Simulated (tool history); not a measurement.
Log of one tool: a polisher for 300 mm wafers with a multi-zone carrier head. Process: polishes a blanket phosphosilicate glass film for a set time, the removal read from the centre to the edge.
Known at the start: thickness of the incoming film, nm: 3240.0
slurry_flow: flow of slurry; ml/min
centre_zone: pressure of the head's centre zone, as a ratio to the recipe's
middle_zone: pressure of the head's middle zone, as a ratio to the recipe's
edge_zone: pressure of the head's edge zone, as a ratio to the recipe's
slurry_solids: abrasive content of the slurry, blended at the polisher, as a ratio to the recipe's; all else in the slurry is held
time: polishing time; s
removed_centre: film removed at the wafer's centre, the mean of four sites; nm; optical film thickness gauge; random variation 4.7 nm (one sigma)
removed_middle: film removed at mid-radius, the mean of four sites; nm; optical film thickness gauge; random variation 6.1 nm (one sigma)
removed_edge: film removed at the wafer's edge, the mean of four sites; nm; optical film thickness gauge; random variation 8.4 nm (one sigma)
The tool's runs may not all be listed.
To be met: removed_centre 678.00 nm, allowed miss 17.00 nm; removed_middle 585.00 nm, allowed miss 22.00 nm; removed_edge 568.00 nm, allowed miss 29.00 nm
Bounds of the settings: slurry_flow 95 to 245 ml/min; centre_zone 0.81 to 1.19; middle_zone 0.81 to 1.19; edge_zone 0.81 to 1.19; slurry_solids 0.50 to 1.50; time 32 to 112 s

{"run": 1, "day": 0.0, "slurry_flow": 155, "centre_zone": 1.0, "middle_zone": 1.0, "edge_zone": 1.0, "slurry_solids": 1.0, "time": 72, "removed_centre": 395.1, "removed_middle": 403.13, "removed_edge": 396.36}
{"run": 2, "day": 0.371, "slurry_flow": 155, "centre_zone": 1.0, "middle_zone": 1.0, "edge_zone": 1.06, "slurry_solids": 1.0, "time": 72, "removed_centre": 398.24, "removed_middle": 403.19, "removed_edge": 408.59}
{"run": 3, "day": 0.512, "slurry_flow": 175, "centre_zone": 1.06, "middle_zone": 1.02, "edge_zone": 1.08, "slurry_solids": 1.15, "time": 72, "removed_centre": 458.72, "removed_middle": 443.67, "removed_edge": 437.31}
{"run": 4, "day": 0.725, "slurry_flow": 175, "centre_zone": 1.06, "middle_zone": 0.99, "edge_zone": 1.08, "slurry_solids": 1.15, "time": 72, "removed_centre": 458.09, "removed_middle": 432.0, "removed_edge": 448.52}
{"run": 5, "day": 0.971, "slurry_flow": 140, "centre_zone": 1.06, "middle_zone": 0.99, "edge_zone": 1.08, "slurry_solids": 1.15, "time": 72, "removed_centre": 441.23, "removed_middle": 415.9, "removed_edge": 437.38}
{"run": 6, "day": 1.025, "slurry_flow": 170, "centre_zone": 1.06, "middle_zone": 0.99, "edge_zone": 1.08, "slurry_solids": 1.15, "time": 72, "removed_centre": 458.24, "removed_middle": 432.49, "removed_edge": 450.83}
{"run": 7, "day": 1.158, "slurry_flow": 185, "centre_zone": 1.1, "middle_zone": 1.01, "edge_zone": 1.08, "slurry_solids": 1.25, "time": 73, "removed_centre": 496.25, "removed_middle": 467.56, "removed_edge": 481.66}
{"run": 8, "day": 1.425, "slurry_flow": 205, "centre_zone": 1.13, "middle_zone": 1.0, "edge_zone": 1.04, "slurry_solids": 1.2, "time": 78, "removed_centre": 550.9, "removed_middle": 481.6, "removed_edge": 494.59}
{"run": 9, "day": 1.7, "slurry_flow": 215, "centre_zone": 1.15, "middle_zone": 1.01, "edge_zone": 1.02, "slurry_solids": 1.3, "time": 79, "removed_centre": 590.18, "removed_middle": 507.07, "removed_edge": 513.6}
{"run": 10, "day": 1.817, "slurry_flow": 220, "centre_zone": 1.16, "middle_zone": 1.03, "edge_zone": 1.02, "slurry_solids": 1.35, "time": 79, "removed_centre": 604.13, "removed_middle": 537.73, "removed_edge": 518.0}
{"run": 11, "day": 2.142, "slurry_flow": 225, "centre_zone": 1.17, "middle_zone": 1.03, "edge_zone": 1.02, "slurry_solids": 1.4, "time": 80, "removed_centre": 627.8, "removed_middle": 549.31, "removed_edge": 538.3}
{"run": 12, "day": 2.304, "slurry_flow": 230, "centre_zone": 1.18, "middle_zone": 1.03, "edge_zone": 1.02, "slurry_solids": 1.45, "time": 80, "removed_centre": 645.4, "removed_middle": 551.87, "removed_edge": 549.83}
{"run": 13, "day": 2.567, "slurry_flow": 235, "centre_zone": 1.18, "middle_zone": 1.04, "edge_zone": 1.02, "slurry_solids": 1.45, "time": 81, "removed_centre": 650.25, "removed_middle": 573.31, "removed_edge": 544.0}

5 next moves are on the table. One of them brings every result within its allowed miss. Which?
{"run": "A", "day": 2.829, "slurry_flow": 195, "centre_zone": 1.05, "middle_zone": 0.95, "edge_zone": 1.11, "slurry_solids": 1.5, "time": 88, "removed_centre": "?", "removed_middle": "?", "removed_edge": "?"}
{"run": "B", "day": 2.829, "slurry_flow": 210, "centre_zone": 1.06, "middle_zone": 1.0, "edge_zone": 1.04, "slurry_solids": 1.25, "time": 101, "removed_centre": "?", "removed_middle": "?", "removed_edge": "?"}
{"run": "C", "day": 2.829, "slurry_flow": 185, "centre_zone": 1.06, "middle_zone": 0.85, "edge_zone": 1.1, "slurry_solids": 1.45, "time": 90, "removed_centre": "?", "removed_middle": "?", "removed_edge": "?"}
{"run": "D", "day": 2.829, "slurry_flow": 220, "centre_zone": 1.14, "middle_zone": 0.96, "edge_zone": 0.93, "slurry_solids": 1.5, "time": 87, "removed_centre": "?", "removed_middle": "?", "removed_edge": "?"}
{"run": "E", "day": 2.829, "slurry_flow": 235, "centre_zone": 1.14, "middle_zone": 1.01, "edge_zone": 1.04, "slurry_solids": 1.45, "time": 93, "removed_centre": "?", "removed_middle": "?", "removed_edge": "?"}

move=A removed_centre=633.19 removed_middle=585.52 removed_edge=618.61
move=B removed_centre=690.01 removed_middle=648.99 removed_edge=645.51
move=C removed_centre=640.21 removed_middle=553.97 removed_edge=619.45
move=D removed_centre=691.64 removed_middle=590.82 removed_edge=571.99
move=E removed_centre=736.50 removed_middle=645.98 removed_edge=637.05
A: further off than the last run
B: brings the result that was furthest off to its target, and leaves another outside
C: further off than the last run
D: meets every target
E: takes the result that was furthest off past its target
Answer: D
